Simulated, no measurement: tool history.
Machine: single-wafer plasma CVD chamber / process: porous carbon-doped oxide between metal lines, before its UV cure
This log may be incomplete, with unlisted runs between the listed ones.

run	hour	heater temperature setpoint (°C)	RF power (kW)	deposition time (s)	mean film thickness on the monitor wafer (angstrom)
1	0	295	0.615	35.5	2161.7
2	5	295	0.54	35.5	2014.4
3	7.4	295	0.54	35.5	2002.2
4	8.3	292	0.55	35.5	2070.1
5	17.1	290	0.555	35.5	2127.2
6	21.1	290	0.555	33.7	2015.4
7	23.7	288	0.565	33.7	2056.5
8	24.4	286	0.575	33.7	2113.8
9	29.8	284	0.58	33.7	2154.4

Predict the results of run 10:
10	38.3	282	0.585	33.7	?

mean film thickness on the monitor wafer (angstrom): 2200.5
